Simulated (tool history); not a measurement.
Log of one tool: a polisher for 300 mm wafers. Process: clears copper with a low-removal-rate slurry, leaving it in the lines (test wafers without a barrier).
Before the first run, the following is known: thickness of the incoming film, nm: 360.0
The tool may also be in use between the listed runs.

run,hour,flow of slurry (ml/min),pressure of the wafer on the pad (kPa),speed of the pad under the wafer (cm/s),abrasive content of the slurry,overpolish time after the end point (s),time until the end point was called (s),dishing of a wide line in a test structure (nm)
1,0.0,235,13.8,130,1.0,13,137.04,23.614
2,7.5,280,13.8,130,1.0,13,135.70,23.747
3,12.7,325,13.8,130,1.0,13,133.05,23.773
4,21.3,325,13.8,130,0.8,13,141.20,22.755
5,27.3,325,13.1,130,0.8,15,147.47,25.813
6,34.0,325,16.5,130,0.8,15,120.95,29.896
7,40.2,325,15.9,130,0.8,15,124.53,29.737

The next listed run, before its measurement:
8,48.9,325,15.2,130,0.8,15,?,?

{"run 8": {"time until the end point was called (s)": 130.12, "dishing of a wide line in a test structure (nm)": 28.624}}
